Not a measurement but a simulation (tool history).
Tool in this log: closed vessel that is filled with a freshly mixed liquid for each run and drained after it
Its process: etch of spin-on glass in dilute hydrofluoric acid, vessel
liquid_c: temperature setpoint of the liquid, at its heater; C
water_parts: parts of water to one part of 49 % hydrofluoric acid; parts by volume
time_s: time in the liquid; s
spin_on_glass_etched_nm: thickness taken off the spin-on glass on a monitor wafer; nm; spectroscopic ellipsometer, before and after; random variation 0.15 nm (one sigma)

{"run": 1, "day": 0.0, "liquid_c": 21.0, "water_parts": 270, "time_s": 435, "spin_on_glass_etched_nm": 38.038}
{"run": 2, "day": 0.242, "liquid_c": 23.5, "water_parts": 270, "time_s": 435, "spin_on_glass_etched_nm": 41.612}
{"run": 3, "day": 0.429, "liquid_c": 23.5, "water_parts": 230, "time_s": 435, "spin_on_glass_etched_nm": 50.6}
{"run": 4, "day": 0.479, "liquid_c": 23.0, "water_parts": 230, "time_s": 435, "spin_on_glass_etched_nm": 49.729}
{"run": 5, "day": 0.842, "liquid_c": 22.5, "water_parts": 230, "time_s": 435, "spin_on_glass_etched_nm": 48.729}
{"run": 6, "day": 1.183, "liquid_c": 22.5, "water_parts": 230, "time_s": 465, "spin_on_glass_etched_nm": 52.37}
{"run": 7, "day": 1.354, "liquid_c": 21.5, "water_parts": 230, "time_s": 465, "spin_on_glass_etched_nm": 50.716}

Run 8 comes next. What will it give?
{"run": 8, "day": 1.65, "liquid_c": 19.5, "water_parts": 230, "time_s": 465, "spin_on_glass_etched_nm": "?"}

{"run 8": {"spin_on_glass_etched_nm": 46.75}}
